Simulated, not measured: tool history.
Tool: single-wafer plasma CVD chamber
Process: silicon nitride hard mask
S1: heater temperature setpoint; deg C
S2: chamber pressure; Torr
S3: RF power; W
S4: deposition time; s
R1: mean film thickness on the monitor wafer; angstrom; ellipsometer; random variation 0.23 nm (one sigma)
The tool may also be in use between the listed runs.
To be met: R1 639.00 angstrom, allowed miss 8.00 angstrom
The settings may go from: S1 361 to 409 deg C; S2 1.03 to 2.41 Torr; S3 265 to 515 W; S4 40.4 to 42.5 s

| run | day | S1 | S2 | S3 | S4 | R1 |
|---|---|---|---|---|---|---|
| 1 | 0.000 | 385 | 1.72 | 390 | 42.5 | 578.21 |
| 2 | 0.275 | 385 | 1.72 | 390 | 42.5 | 580.66 |
| 3 | 0.388 | 385 | 1.72 | 390 | 42.5 | 579.83 |
| 4 | 0.608 | 385 | 1.45 | 390 | 42.5 | 541.97 |
| 5 | 0.779 | 385 | 1.59 | 390 | 42.5 | 561.83 |
| 6 | 1.146 | 395 | 1.59 | 390 | 42.5 | 561.35 |
|  | 1.412 | thermocouple changed; heater temperature recalibrated |
| 7 | 1.412 | 395 | 1.65 | 390 | 42.5 | 567.94 |
| 8 | 1.658 | 395 | 1.70 | 390 | 42.5 | 573.42 |
| 9 | 1.908 | 395 | 2.04 | 400 | 42.5 | 620.65 |
| 10 | 2.204 | 395 | 2.06 | 400 | 42.5 | 623.22 |
| 11 | 2.429 | 395 | 2.07 | 400 | 42.5 | 623.45 |

4 next moves are on the table. One of them brings every result within its allowed miss. Which?
| A | 2.654 | 409 | 2.39 | 415 | 41.5 | ? |
| B | 2.654 | 403 | 2.28 | 450 | 41.1 | ? |
| C | 2.654 | 397 | 2.09 | 440 | 42.5 | ? |
| D | 2.654 | 391 | 2.32 | 425 | 42.1 | ? |

| move | R1 |
|---|---|
| A | 641.39 |
| B | 655.45 |
| C | 654.21 |
| D | 658.69 |
A: meets every target
B: takes the result that was furthest off past its target
C: takes the result that was furthest off past its target
D: takes the result that was furthest off past its target
The right move is A.
